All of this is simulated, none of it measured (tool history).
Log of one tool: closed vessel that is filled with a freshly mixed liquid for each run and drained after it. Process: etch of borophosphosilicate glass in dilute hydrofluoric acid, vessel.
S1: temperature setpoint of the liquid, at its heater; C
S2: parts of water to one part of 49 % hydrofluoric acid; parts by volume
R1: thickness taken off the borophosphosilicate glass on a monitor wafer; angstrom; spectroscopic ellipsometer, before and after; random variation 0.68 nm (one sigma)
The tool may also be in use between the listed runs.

{"run": 1, "hour": 0.0, "S1": 25, "S2": 135, "time in the liquid (s)": 140, "R1": 744.83}
{"run": 2, "hour": 2.4, "S1": 25, "S2": 135, "time in the liquid (s)": 145, "R1": 754.48}
{"run": 3, "hour": 7.4, "S1": 25, "S2": 135, "time in the liquid (s)": 145, "R1": 763.65}
{"run": 4, "hour": 9.7, "S1": 23.5, "S2": 135, "time in the liquid (s)": 145, "R1": 731.63}
{"run": 5, "hour": 15.2, "S1": 23.5, "S2": 110, "time in the liquid (s)": 145, "R1": 914.49}
{"run": 6, "hour": 24.5, "S1": 23.5, "S2": 85, "time in the liquid (s)": 145, "R1": 1237.5}
{"run": 7, "hour": 25.5, "S1": 21.5, "S2": 90, "time in the liquid (s)": 145, "R1": 1057.1}

Forecast run 8:
{"run": 8, "hour": 32.2, "S1": 20.5, "S2": 90, "time in the liquid (s)": 145, "R1": "?"}

Run 8 gave R1 1010.5 angstrom.
